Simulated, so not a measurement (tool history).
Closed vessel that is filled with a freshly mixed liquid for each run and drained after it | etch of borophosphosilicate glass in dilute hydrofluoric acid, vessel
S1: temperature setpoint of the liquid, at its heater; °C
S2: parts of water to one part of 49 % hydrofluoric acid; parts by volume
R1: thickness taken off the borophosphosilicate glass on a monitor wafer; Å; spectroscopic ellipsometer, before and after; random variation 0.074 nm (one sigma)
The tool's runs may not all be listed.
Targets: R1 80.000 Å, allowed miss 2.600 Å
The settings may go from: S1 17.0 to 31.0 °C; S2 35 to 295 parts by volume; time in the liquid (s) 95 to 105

run 1 hour=0.0 | S1=23.0 S2=165 time_in_the_liquid_(s)=95 | R1=132.270
run 2 hour=7.3 | S1=23.0 S2=120 time_in_the_liquid_(s)=95 | R1=190.870
run 3 hour=9.0 | S1=21.5 S2=145 time_in_the_liquid_(s)=95 | R1=143.270
run 4 hour=10.2 | S1=20.5 S2=160 time_in_the_liquid_(s)=95 | R1=126.480
run 5 hour=16.8 | S1=20.5 S2=210 time_in_the_liquid_(s)=95 | R1=90.497
run 6 hour=20.6 | S1=20.5 S2=160 time_in_the_liquid_(s)=95 | R1=123.440
run 7 hour=25.2 | S1=19.5 S2=170 time_in_the_liquid_(s)=95 | R1=113.680
run 8 hour=29.6 | S1=19.0 S2=180 time_in_the_liquid_(s)=95 | R1=103.430
run 9 hour=34.9 | S1=18.5 S2=185 time_in_the_liquid_(s)=95 | R1=96.921
run 10 hour=37.0 | S1=18.0 S2=190 time_in_the_liquid_(s)=95 | R1=93.705
run 11 hour=42.9 | S1=17.5 S2=195 time_in_the_liquid_(s)=95 | R1=88.850
run 12 hour=50.1 | S1=17.5 S2=200 time_in_the_liquid_(s)=95 | R1=84.666

5 next moves are on the table. One of them brings every result within its allowed miss. Which?
run A hour=57.3 | S1=18.5 S2=205 time_in_the_liquid_(s)=95 | R1=?
run B hour=57.3 | S1=17.0 S2=190 time_in_the_liquid_(s)=95 | R1=?
run C hour=57.3 | S1=17.0 S2=195 time_in_the_liquid_(s)=95 | R1=?
run D hour=57.3 | S1=17.0 S2=205 time_in_the_liquid_(s)=95 | R1=?
run E hour=57.3 | S1=17.5 S2=210 time_in_the_liquid_(s)=100 | R1=?

move=A R1=84.836
move=B R1=87.470
move=C R1=84.834
move=D R1=79.961
move=E R1=83.427
A: as far off as the last run
B: further off than the last run
C: as far off as the last run
D: meets every target
E: nearer than the last run, and not there yet
Move D is the one to make.
